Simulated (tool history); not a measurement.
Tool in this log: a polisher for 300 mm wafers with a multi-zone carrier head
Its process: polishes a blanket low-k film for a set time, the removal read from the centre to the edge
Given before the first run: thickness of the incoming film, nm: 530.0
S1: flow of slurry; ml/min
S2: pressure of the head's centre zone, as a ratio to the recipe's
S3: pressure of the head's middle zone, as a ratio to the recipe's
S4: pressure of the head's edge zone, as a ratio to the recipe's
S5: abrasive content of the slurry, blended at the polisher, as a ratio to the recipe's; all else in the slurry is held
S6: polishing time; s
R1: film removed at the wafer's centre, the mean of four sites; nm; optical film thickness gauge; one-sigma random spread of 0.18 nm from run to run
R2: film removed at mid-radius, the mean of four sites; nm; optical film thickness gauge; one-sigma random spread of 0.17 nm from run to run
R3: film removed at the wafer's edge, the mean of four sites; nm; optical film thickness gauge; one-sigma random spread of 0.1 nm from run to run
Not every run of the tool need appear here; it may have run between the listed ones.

run,hour,S1,S2,S3,S4,S5,S6,R1,R2,R3
1,0,190,1,1,1,1,37,17.334,16.719,16.67
2,6.6,185,1,0.99,0.97,0.9,37,16.357,16.399,15.733
3,14.4,185,1,0.94,0.97,0.9,37,16.185,15.579,15.876
4,23,185,1.02,0.92,0.96,0.8,37,15.208,14.154,14.858
5,24.7,185,1.02,0.88,0.96,0.8,37,15.498,13.574,14.949
6,27.5,180,1.03,0.88,0.93,0.75,37,15.08,13.151,14.456

What does the tool deliver on the next run?
7,29.5,180,1.03,0.88,0.93,0.75,37,?,?,?

Run 7 produced R1 15.246 nm, R2 13.372 nm, R3 14.222 nm.
